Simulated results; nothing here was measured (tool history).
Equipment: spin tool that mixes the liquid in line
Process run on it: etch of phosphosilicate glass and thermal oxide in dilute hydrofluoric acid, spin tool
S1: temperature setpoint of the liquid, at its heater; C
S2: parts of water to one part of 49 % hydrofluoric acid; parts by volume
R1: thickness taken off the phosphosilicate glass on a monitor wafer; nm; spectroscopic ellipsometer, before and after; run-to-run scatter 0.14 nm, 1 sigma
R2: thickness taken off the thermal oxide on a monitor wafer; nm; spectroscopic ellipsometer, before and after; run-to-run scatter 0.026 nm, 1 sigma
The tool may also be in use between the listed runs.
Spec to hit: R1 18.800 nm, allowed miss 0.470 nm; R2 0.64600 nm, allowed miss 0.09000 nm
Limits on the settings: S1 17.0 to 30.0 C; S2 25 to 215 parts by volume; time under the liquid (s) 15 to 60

run 1 hour=0.0 | S1=22.0 S2=120 time_under_the_liquid_(s)=30 | R1=28.650 R2=0.96007
run 2 hour=2.1 | S1=21.0 S2=125 time_under_the_liquid_(s)=30 | R1=26.316 R2=0.97430
run 3 hour=8.4 | S1=21.5 S2=135 time_under_the_liquid_(s)=30 | R1=24.504 R2=0.82095
run 4 hour=16.6 | S1=21.5 S2=135 time_under_the_liquid_(s)=40 | R1=32.510 R2=1.11640
run 5 hour=24.2 | S1=21.0 S2=145 time_under_the_liquid_(s)=40 | R1=29.315 R2=1.04320
run 6 hour=29.9 | S1=20.5 S2=155 time_under_the_liquid_(s)=40 | R1=26.922 R2=0.98020
run 7 hour=37.7 | S1=20.5 S2=165 time_under_the_liquid_(s)=40 | R1=24.562 R2=0.79035
run 8 hour=39.5 | S1=17.0 S2=175 time_under_the_liquid_(s)=40 | R1=20.039 R2=0.71060
run 9 hour=42.9 | S1=17.0 S2=180 time_under_the_liquid_(s)=40 | R1=19.523 R2=0.64003

5 candidate next runs follow, results not yet known. Just one meets every target within its allowed miss. Identify it.
run A hour=46.3 | S1=22.5 S2=215 time_under_the_liquid_(s)=40 | R1=? R2=?
run B hour=46.3 | S1=18.5 S2=175 time_under_the_liquid_(s)=35 | R1=? R2=?
run C hour=46.3 | S1=20.5 S2=180 time_under_the_liquid_(s)=35 | R1=? R2=?
run D hour=46.3 | S1=17.0 S2=130 time_under_the_liquid_(s)=25 | R1=? R2=?
run E hour=46.3 | S1=19.0 S2=210 time_under_the_liquid_(s)=45 | R1=? R2=?

move=A R1=19.514 R2=0.69643
move=B R1=18.715 R2=0.66791
move=C R1=19.587 R2=0.69903
move=D R1=17.698 R2=0.63161
move=E R1=19.773 R2=0.70567
A: no nearer and no further than the last run
B: all results in spec
C: the biggest miss grows against the last run
D: takes the biggest miss from the last run beyond its target
E: the biggest miss grows against the last run
The move that meets every target is B.
